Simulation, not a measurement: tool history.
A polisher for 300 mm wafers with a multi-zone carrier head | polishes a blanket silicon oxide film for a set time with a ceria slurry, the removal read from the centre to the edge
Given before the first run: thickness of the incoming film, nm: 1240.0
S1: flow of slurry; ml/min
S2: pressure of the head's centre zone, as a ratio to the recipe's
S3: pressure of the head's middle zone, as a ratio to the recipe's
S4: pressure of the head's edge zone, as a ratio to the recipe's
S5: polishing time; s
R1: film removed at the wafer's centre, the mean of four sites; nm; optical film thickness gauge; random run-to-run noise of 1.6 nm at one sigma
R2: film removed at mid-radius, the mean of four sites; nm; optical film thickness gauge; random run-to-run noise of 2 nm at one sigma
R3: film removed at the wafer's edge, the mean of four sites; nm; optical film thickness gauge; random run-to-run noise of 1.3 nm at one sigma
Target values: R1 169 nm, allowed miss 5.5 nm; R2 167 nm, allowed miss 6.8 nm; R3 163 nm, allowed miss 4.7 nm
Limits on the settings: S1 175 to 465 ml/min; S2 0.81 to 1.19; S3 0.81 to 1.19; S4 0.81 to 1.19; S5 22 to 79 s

{"run": 1, "hour": 0.0, "S1": 295, "S2": 1, "S3": 1, "S4": 1, "S5": 50, "R1": 184.8, "R2": 200.99, "R3": 200.25}
{"run": 2, "hour": 0.9, "S1": 295, "S2": 1.01, "S3": 0.99, "S4": 0.98, "S5": 49, "R1": 180.98, "R2": 192.84, "R3": 190.47}
{"run": 3, "hour": 5.2, "S1": 295, "S2": 0.93, "S3": 0.99, "S4": 0.98, "S5": 49, "R1": 169.22, "R2": 195.2, "R3": 192.65}
{"run": 4, "hour": 12.7, "S1": 295, "S2": 0.93, "S3": 0.99, "S4": 0.98, "S5": 38, "R1": 129.21, "R2": 146.8, "R3": 150.16}
{"run": 5, "hour": 15.0, "S1": 300, "S2": 0.96, "S3": 1, "S4": 0.99, "S5": 38, "R1": 135.22, "R2": 148.44, "R3": 148.95}
{"run": 6, "hour": 19.8, "S1": 300, "S2": 0.96, "S3": 0.97, "S4": 0.99, "S5": 38, "R1": 134.04, "R2": 144.31, "R3": 148.41}
{"run": 7, "hour": 24.1, "S1": 305, "S2": 0.98, "S3": 0.98, "S4": 1, "S5": 38, "R1": 136.79, "R2": 145.79, "R3": 151.7}
{"run": 8, "hour": 29.7, "S1": 310, "S2": 1, "S3": 1, "S4": 1.01, "S5": 38, "R1": 140.26, "R2": 151.16, "R3": 154.22}
{"run": 9, "hour": 31.8, "S1": 320, "S2": 1.02, "S3": 1.01, "S4": 1.01, "S5": 38, "R1": 144.85, "R2": 151.73, "R3": 151.74}
{"run": 10, "hour": 40.4, "S1": 325, "S2": 1.04, "S3": 1.02, "S4": 1.02, "S5": 38, "R1": 146.11, "R2": 153.6, "R3": 150.79}
{"run": 11, "hour": 48.4, "S1": 325, "S2": 1.06, "S3": 1.02, "S4": 1.03, "S5": 38, "R1": 149.53, "R2": 154.12, "R3": 154.16}
{"run": 12, "hour": 55.2, "S1": 325, "S2": 1.07, "S3": 1.03, "S4": 1.04, "S5": 38, "R1": 152.67, "R2": 156.26, "R3": 154.52}
{"run": 13, "hour": 59.8, "S1": 325, "S2": 1.08, "S3": 1.04, "S4": 1.05, "S5": 38, "R1": 152.2, "R2": 155.36, "R3": 153.97}
{"run": 14, "hour": 63.8, "S1": 330, "S2": 1.09, "S3": 1.04, "S4": 1.06, "S5": 38, "R1": 154.35, "R2": 153.01, "R3": 157.93}

Which one of the following 4 next-run settings gets every result inside its allowed miss? There is exactly one.
{"run": "A", "hour": 67.8, "S1": 395, "S2": 1.14, "S3": 1.08, "S4": 1.07, "S5": 39, "R1": "?", "R2": "?", "R3": "?"}
{"run": "B", "hour": 67.8, "S1": 360, "S2": 0.92, "S3": 1.16, "S4": 0.95, "S5": 40, "R1": "?", "R2": "?", "R3": "?"}
{"run": "C", "hour": 67.8, "S1": 380, "S2": 1.19, "S3": 0.93, "S4": 1.06, "S5": 38, "R1": "?", "R2": "?", "R3": "?"}
{"run": "D", "hour": 67.8, "S1": 305, "S2": 1.16, "S3": 1.02, "S4": 1.03, "S5": 36, "R1": "?", "R2": "?", "R3": "?"}

move=A R1=169.33 R2=168.2 R3=160.82
move=B R1=138.79 R2=182.59 R3=155.68
move=C R1=171.71 R2=144.07 R3=156.06
move=D R1=156.12 R2=145.45 R3=144.2
A: every result lands within tolerance
B: lands further from the targets than the last run did
C: gets the furthest-off result to its target, but another result is out of tolerance
D: lands further from the targets than the last run did
Answer: A
